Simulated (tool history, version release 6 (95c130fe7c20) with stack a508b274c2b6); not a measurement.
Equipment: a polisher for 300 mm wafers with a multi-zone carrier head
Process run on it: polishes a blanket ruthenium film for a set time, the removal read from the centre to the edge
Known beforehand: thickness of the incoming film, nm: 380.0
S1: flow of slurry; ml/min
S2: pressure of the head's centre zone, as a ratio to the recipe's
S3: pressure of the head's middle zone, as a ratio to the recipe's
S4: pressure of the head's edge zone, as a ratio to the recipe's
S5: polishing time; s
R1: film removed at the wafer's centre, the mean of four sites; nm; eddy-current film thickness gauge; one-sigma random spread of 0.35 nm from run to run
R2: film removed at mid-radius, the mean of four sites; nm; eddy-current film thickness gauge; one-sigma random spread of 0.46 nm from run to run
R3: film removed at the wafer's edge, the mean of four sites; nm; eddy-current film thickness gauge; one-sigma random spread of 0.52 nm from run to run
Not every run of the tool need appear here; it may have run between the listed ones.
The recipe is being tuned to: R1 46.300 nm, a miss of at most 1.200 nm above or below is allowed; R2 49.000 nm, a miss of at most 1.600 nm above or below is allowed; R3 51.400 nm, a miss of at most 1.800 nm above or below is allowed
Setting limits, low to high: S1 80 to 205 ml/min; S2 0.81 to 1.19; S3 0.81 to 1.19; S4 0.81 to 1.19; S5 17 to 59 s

Run 1, hour 0.0: S1 135 ml/min, S2 1.00, S3 1.00, S4 1.00, S5 38 s. Result: R1 36.278 nm, R2 36.190 nm, R3 35.792 nm.
Run 2, hour 3.7: S1 135 ml/min, S2 1.00, S3 1.00, S4 1.00, S5 30 s. Result: R1 28.094 nm, R2 28.727 nm, R3 28.076 nm.
Run 3, hour 6.2: S1 140 ml/min, S2 0.99, S3 1.01, S4 1.03, S5 33 s. Result: R1 31.198 nm, R2 31.666 nm, R3 31.855 nm.
Run 4, hour 10.6: S1 145 ml/min, S2 0.99, S3 1.03, S4 1.06, S5 35 s. Result: R1 33.150 nm, R2 34.731 nm, R3 34.250 nm.
Run 5, hour 16.8: S1 145 ml/min, S2 0.99, S3 1.03, S4 1.14, S5 35 s. Result: R1 33.354 nm, R2 35.011 nm, R3 35.960 nm.
Run 6, hour 23.9: S1 150 ml/min, S2 0.99, S3 1.03, S4 1.15, S5 37 s. Result: R1 35.833 nm, R2 37.043 nm, R3 37.726 nm.
At hour 26.1: worn pad replaced by a new one.
Run 7, hour 26.1: S1 145 ml/min, S2 0.98, S3 1.03, S4 1.16, S5 39 s. Result: R1 40.717 nm, R2 42.651 nm, R3 43.239 nm.
Run 8, hour 31.2: S1 125 ml/min, S2 0.95, S3 1.00, S4 1.19, S5 43 s. Result: R1 41.744 nm, R2 44.737 nm, R3 47.952 nm.

Exercise: of the 4 proposed moves below, exactly one satisfies all targets within the stated allowed misses. Which move is it?
Run A, hour 36.3: S1 130 ml/min, S2 0.98, S3 1.04, S4 1.19, S5 45 s. Result: R1 ?, R2 ?, R3 ?.
Run B, hour 36.3: S1 135 ml/min, S2 1.13, S3 0.89, S4 1.14, S5 40 s. Result: R1 ?, R2 ?, R3 ?.
Run C, hour 36.3: S1 150 ml/min, S2 0.81, S3 1.19, S4 1.11, S5 41 s. Result: R1 ?, R2 ?, R3 ?.
Run D, hour 36.3: S1 145 ml/min, S2 0.95, S3 1.06, S4 1.15, S5 38 s. Result: R1 ?, R2 ?, R3 ?.

move      R1      R2      R3
   A  46.250  49.068  50.914
   B  47.519  38.570  44.611
   C  36.420  51.774  45.633
   D  38.939  43.121  42.934
A: all results in spec
B: carries the result that was furthest off beyond its target, to the other side
C: further off than the last run
D: further off than the last run
The right move is A.

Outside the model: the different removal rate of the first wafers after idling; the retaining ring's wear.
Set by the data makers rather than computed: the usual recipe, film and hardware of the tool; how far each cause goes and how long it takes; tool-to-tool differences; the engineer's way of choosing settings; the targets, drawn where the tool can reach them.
